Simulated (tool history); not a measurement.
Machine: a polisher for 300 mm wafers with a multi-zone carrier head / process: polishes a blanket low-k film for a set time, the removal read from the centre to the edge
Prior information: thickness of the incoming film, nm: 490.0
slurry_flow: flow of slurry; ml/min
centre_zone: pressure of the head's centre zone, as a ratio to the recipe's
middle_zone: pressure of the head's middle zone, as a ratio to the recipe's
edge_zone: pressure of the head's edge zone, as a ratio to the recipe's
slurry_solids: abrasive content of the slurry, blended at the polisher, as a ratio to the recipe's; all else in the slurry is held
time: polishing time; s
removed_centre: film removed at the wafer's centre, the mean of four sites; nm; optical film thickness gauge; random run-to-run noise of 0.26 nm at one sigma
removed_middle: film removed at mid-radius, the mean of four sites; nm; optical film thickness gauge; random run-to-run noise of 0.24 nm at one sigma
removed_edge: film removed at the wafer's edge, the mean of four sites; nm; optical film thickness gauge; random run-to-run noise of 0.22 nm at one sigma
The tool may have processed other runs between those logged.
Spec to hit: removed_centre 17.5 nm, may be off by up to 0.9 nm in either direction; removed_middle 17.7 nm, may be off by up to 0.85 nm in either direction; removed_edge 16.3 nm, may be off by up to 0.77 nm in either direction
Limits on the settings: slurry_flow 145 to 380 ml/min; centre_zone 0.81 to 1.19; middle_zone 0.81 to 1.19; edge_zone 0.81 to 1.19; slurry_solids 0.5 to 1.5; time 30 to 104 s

run 1 hour=0 | slurry_flow=245 centre_zone=1 middle_zone=1 edge_zone=1 slurry_solids=1 time=67 | removed_centre=21.392 removed_middle=21.041 removed_edge=20.909
run 2 hour=0.8 | slurry_flow=245 centre_zone=1 middle_zone=1 edge_zone=0.97 slurry_solids=0.9 time=67 | removed_centre=19.861 removed_middle=20.357 removed_edge=20.583
run 3 hour=7.4 | slurry_flow=245 centre_zone=1 middle_zone=0.93 edge_zone=0.97 slurry_solids=0.9 time=67 | removed_centre=20.522 removed_middle=19.224 removed_edge=19.921
run 4 hour=10.1 | slurry_flow=245 centre_zone=1.04 middle_zone=0.93 edge_zone=0.97 slurry_solids=0.9 time=67 | removed_centre=20.676 removed_middle=19.647 removed_edge=20.516
run 5 hour=13.8 | slurry_flow=265 centre_zone=1.01 middle_zone=0.94 edge_zone=0.93 slurry_solids=0.9 time=64 | removed_centre=19.148 removed_middle=19.168 removed_edge=18.58
run 6 hour=20 | slurry_flow=265 centre_zone=1.01 middle_zone=0.94 edge_zone=0.88 slurry_solids=0.9 time=64 | removed_centre=19.255 removed_middle=18.803 removed_edge=18.312
run 7 hour=23.2 | slurry_flow=265 centre_zone=1.01 middle_zone=0.94 edge_zone=0.88 slurry_solids=0.9 time=64 | removed_centre=19.463 removed_middle=18.759 removed_edge=18.441
run 8 hour=30.9 | slurry_flow=260 centre_zone=0.99 middle_zone=0.98 edge_zone=0.81 slurry_solids=0.7 time=63 | removed_centre=17.151 removed_middle=17.116 removed_edge=15.018

Which single option among these 5 for the next run brings every result within its allowed miss of target? Just one does.
run A hour=38.6 | slurry_flow=250 centre_zone=0.99 middle_zone=0.87 edge_zone=0.85 slurry_solids=0.55 time=72 | removed_centre=? removed_middle=? removed_edge=?
run B hour=38.6 | slurry_flow=205 centre_zone=1.02 middle_zone=0.91 edge_zone=0.89 slurry_solids=0.75 time=61 | removed_centre=? removed_middle=? removed_edge=?
run C hour=38.6 | slurry_flow=270 centre_zone=1.12 middle_zone=1.11 edge_zone=0.81 slurry_solids=0.5 time=67 | removed_centre=? removed_middle=? removed_edge=?
run D hour=38.6 | slurry_flow=240 centre_zone=1.01 middle_zone=0.99 edge_zone=0.87 slurry_solids=0.75 time=62 | removed_centre=? removed_middle=? removed_edge=?
run E hour=38.6 | slurry_flow=235 centre_zone=0.95 middle_zone=0.84 edge_zone=0.97 slurry_solids=0.85 time=62 | removed_centre=? removed_middle=? removed_edge=?

move=A removed_centre=16.916 removed_middle=15.525 removed_edge=16.05
move=B removed_centre=16.728 removed_middle=15.486 removed_edge=15.812
move=C removed_centre=17.175 removed_middle=17.037 removed_edge=13.988
move=D removed_centre=17.108 removed_middle=17.129 removed_edge=16.056
move=E removed_centre=16.938 removed_middle=15.758 removed_edge=17.85
A: brings the last run's worst result on target, with another outside its allowed miss
B: brings the last run's worst result on target, with another outside its allowed miss
C: further off than the last run
D: each result inside its tolerance
E: takes the biggest miss from the last run beyond its target
Go with D: it meets all targets.
